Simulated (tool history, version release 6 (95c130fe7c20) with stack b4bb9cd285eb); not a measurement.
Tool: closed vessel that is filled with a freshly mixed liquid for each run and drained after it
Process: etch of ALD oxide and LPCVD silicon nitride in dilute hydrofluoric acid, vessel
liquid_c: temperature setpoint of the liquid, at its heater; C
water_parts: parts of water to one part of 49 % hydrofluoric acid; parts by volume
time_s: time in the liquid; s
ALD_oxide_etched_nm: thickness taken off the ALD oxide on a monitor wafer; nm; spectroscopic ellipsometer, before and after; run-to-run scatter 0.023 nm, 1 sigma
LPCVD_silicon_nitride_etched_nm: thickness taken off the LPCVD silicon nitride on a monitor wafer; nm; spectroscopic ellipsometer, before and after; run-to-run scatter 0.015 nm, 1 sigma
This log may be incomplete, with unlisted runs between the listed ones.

run,hour,liquid_c,water_parts,time_s,ALD_oxide_etched_nm,LPCVD_silicon_nitride_etched_nm
1,0.0,22.0,155,60,7.0418,0.174430
2,3.7,25.5,155,60,8.0104,0.260790
3,6.5,24.0,175,60,6.4884,0.178290
4,7.9,23.0,190,60,5.6438,0.173170
5,12.9,21.5,200,60,4.9506,0.152570
6,18.3,21.5,200,35,2.9366,0.080257
7,22.5,22.0,200,35,3.0005,0.073429
8,30.0,22.5,200,35,3.0204,0.079294
9,35.7,23.0,200,35,3.0872,0.073251

Expected results for the next run?
10,38.7,23.5,200,35,?,?

Run 10 came out at ALD_oxide_etched_nm 3.1635 nm, LPCVD_silicon_nitride_etched_nm 0.076192 nm.
